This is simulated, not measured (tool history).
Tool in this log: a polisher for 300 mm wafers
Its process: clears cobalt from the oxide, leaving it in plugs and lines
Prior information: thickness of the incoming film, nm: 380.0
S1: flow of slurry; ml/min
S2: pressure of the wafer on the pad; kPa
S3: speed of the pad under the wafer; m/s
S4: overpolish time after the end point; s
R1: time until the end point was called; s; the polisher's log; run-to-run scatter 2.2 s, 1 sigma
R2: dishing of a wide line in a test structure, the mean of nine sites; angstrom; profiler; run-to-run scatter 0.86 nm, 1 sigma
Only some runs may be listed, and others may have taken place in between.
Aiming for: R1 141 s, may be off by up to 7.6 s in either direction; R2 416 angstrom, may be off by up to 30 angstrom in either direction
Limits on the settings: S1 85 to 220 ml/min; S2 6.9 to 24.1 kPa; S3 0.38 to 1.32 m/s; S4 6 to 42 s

run  hour   S1    S2    S3  S4      R1      R2
  1     0  140  15.2  0.84  21  74.018  475.73
  2   3.3  140  14.5  0.84  22  76.851  456.56
  3  11.8  140  14.5  0.84  28  75.392  522.36
  4  16.9  165  14.5  0.84  28  72.899  529.72
  5  19.9  165  18.6  0.84  28  62.772  563.82
  6  20.5  165  18.6  0.84  19  61.565  481.77
  7  25.6  165  17.2  0.82  20  66.788   465.4
  8  27.3  160  15.9   0.8  21  71.667  476.02
  9  33.5  155  15.2  0.76  21  77.615  460.69
 10  41.9  155  14.5  0.74  22  81.956  466.59

5 next moves are on the table. One of them brings every result within its allowed miss. Which?
  A  50.3  155   9.7  0.58  27   ?   ?
  B  50.3  155  12.4  0.44  19   ?   ?
  C  50.3  145   8.3  0.54  30   ?   ?
  D  50.3  125  11.7   0.4  23   ?   ?
  E  50.3  140     9  0.52  24   ?   ?

move      R1      R2
   A  125.31   415.2
   B  125.82  334.27
   C  144.52  407.39
   D  143.34  348.19
   E  142.28  359.59
A: nearer than the last run, and not there yet
B: nearer than the last run, and not there yet
C: all results land within tolerance of their targets
D: brings the last run's worst result on target, with another outside its allowed miss
E: brings the last run's worst result on target, with another outside its allowed miss
Answer: C
